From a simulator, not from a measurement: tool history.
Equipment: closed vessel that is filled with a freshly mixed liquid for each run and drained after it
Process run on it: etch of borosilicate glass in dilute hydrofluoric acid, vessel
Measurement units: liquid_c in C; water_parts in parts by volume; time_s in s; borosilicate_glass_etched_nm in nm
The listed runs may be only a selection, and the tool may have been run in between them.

Run 1, hour 0: liquid_c 20 C, water_parts 285 parts by volume, time_s 85 s. Result: borosilicate_glass_etched_nm 8.9834 nm.
Run 2, hour 8.2: liquid_c 20 C, water_parts 285 parts by volume, time_s 90 s. Result: borosilicate_glass_etched_nm 9.5995 nm.
Run 3, hour 9.8: liquid_c 22 C, water_parts 285 parts by volume, time_s 90 s. Result: borosilicate_glass_etched_nm 10.084 nm.
Run 4, hour 18.6: liquid_c 22.5 C, water_parts 275 parts by volume, time_s 90 s. Result: borosilicate_glass_etched_nm 10.793 nm.
Run 5, hour 26.8: liquid_c 22.5 C, water_parts 275 parts by volume, time_s 85 s. Result: borosilicate_glass_etched_nm 10.232 nm.
Run 6, hour 34.9: liquid_c 22.5 C, water_parts 275 parts by volume, time_s 85 s. Result: borosilicate_glass_etched_nm 10.369 nm.
Run 7, hour 35.7: liquid_c 23 C, water_parts 270 parts by volume, time_s 85 s. Result: borosilicate_glass_etched_nm 10.709 nm.

Predict the results of run 8:
Run 8, hour 38.4: liquid_c 23.5 C, water_parts 265 parts by volume, time_s 85 s. Result: borosilicate_glass_etched_nm ?.

{"run 8": {"borosilicate_glass_etched_nm": 11.172}}
